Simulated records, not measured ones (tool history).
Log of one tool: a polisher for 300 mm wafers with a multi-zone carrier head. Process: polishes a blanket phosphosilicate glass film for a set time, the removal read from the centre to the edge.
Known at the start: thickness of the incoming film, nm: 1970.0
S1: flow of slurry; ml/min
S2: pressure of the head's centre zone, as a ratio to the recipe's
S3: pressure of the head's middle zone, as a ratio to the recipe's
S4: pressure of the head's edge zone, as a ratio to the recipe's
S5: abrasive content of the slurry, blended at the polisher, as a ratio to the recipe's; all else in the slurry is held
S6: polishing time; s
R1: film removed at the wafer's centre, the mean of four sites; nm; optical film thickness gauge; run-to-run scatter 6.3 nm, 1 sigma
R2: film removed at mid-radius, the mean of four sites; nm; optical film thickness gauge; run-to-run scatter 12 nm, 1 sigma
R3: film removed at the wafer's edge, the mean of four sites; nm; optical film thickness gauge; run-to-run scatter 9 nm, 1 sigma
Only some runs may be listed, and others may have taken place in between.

run  hour   S1    S2    S3    S4    S5  S6      R1      R2      R3
  1   0.0  185  1.00  1.00  1.00  1.00  65  601.23  582.72  578.05
  2   0.7  190  1.02  1.02  1.02  1.05  65  616.21  614.69  585.73
  3   3.3  195  1.03  1.01  1.03  1.15  66  652.43  635.17  626.32
  4  12.1  195  1.03  1.01  1.03  0.95  66  611.23  595.80  583.64
  5  18.0  200  1.05  1.01  1.05  1.05  66  656.37  606.29  615.87
  6  23.9  225  1.05  1.01  1.05  1.05  66  650.72  627.25  613.03
  7  29.6  225  1.06  1.02  1.06  1.15  66  676.17  650.11  639.23
  8  31.9  225  1.07  1.03  1.07  1.20  67  704.76  656.91  667.62
  9  34.4  230  1.08  1.05  1.07  1.25  67  728.10  690.16  674.16
 10  39.1  230  1.09  1.06  1.08  1.30  67  735.17  714.98  683.02
 11  43.3  230  1.10  1.06  1.09  1.35  67  758.74  723.25  693.73

Expected results for the next run?
 12  45.1  255  1.10  1.08  1.18  1.50  68   ?   ?   ?

Logged for run 12: R1 805.07 nm, R2 785.20 nm, R3 761.16 nm.
